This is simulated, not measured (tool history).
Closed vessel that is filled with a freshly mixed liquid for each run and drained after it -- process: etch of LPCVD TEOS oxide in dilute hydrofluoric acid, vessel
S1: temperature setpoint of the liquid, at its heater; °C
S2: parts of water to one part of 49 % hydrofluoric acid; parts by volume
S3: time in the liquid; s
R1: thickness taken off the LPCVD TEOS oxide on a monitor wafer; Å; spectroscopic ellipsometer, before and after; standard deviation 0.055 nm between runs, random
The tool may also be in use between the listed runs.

run  hour    S1   S2  S3      R1
  1     0    20  265  70  68.621
  2   7.8  22.5  235  70  87.397
  3    11  22.5  235  55  68.672
  4  18.1  22.5  165  55  104.81
  5  21.3  22.5  165  70  133.11
  6  22.2  22.5  165  70  133.54

Run 7 comes next. What will it give?
  7  25.9  23  165  70   ?

R1: 135.81 Å

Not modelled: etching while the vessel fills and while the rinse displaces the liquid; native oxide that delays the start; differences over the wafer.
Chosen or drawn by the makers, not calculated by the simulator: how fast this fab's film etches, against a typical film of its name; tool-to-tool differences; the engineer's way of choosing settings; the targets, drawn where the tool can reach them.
